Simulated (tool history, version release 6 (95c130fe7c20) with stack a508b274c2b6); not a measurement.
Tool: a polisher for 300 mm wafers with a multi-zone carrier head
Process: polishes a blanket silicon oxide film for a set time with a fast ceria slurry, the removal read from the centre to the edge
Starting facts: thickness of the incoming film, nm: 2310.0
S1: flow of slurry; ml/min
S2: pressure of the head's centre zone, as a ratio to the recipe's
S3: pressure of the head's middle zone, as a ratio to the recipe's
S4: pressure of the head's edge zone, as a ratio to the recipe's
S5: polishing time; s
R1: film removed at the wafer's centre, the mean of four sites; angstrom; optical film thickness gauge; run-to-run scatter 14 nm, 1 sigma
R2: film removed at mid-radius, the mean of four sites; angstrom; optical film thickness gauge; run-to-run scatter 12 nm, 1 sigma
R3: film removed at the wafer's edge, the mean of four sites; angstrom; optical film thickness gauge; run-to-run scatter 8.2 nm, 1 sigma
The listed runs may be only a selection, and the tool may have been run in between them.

run	hour	S1	S2	S3	S4	S5	R1	R2	R3
1	0.0	245	1.00	1.00	1.00	38	7428.1	7178.4	7251.2
2	6.5	250	1.02	1.01	1.02	39	7727.9	7462.9	7655.7
3	13.2	255	1.05	1.02	1.03	40	8085.4	7703.9	7892.1
4	18.4	260	1.07	1.03	1.04	41	8181.7	7959.9	8098.9
5	21.2	305	1.07	1.03	1.04	41	8319.5	8027.5	8144.3
6	28.0	340	1.07	1.03	1.04	41	8654.8	8206.0	8255.6
7	29.8	340	1.08	1.03	1.05	42	8589.1	8100.7	8572.0
8	33.9	340	1.08	1.03	1.05	42	8964.0	8427.0	8560.2
9	40.0	340	1.09	1.03	1.06	43	9134.8	8611.3	8732.0

Forecast run 10:
10	41.7	340	1.10	1.02	1.07	44	?	?	?

{"run 10": {"R1": 9336.8, "R2": 8714.3, "R3": 9004.6}}

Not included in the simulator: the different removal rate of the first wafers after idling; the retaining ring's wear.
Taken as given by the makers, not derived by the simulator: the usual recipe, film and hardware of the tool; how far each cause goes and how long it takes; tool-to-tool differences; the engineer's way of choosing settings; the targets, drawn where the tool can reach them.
